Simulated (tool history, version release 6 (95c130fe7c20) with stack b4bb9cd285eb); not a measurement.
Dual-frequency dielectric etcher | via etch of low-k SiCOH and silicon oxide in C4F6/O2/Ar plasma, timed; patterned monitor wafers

run,hour,source power (kW),bias power (kW),etch time (s),mean etch depth across the wafer (nm)
1,0,0.33,0.231,100,277.85
2,0.8,0.3,0.231,100,265.37
3,4.3,0.27,0.231,100,249.84
4,11,0.31,0.231,100,267.69
5,13.1,0.28,0.222,100,246.99
6,16.7,0.26,0.221,100,236.46

Forecast run 7:
7,22.2,0.25,0.22,100,?

Run 7 gave mean etch depth across the wafer (nm) 231.05.

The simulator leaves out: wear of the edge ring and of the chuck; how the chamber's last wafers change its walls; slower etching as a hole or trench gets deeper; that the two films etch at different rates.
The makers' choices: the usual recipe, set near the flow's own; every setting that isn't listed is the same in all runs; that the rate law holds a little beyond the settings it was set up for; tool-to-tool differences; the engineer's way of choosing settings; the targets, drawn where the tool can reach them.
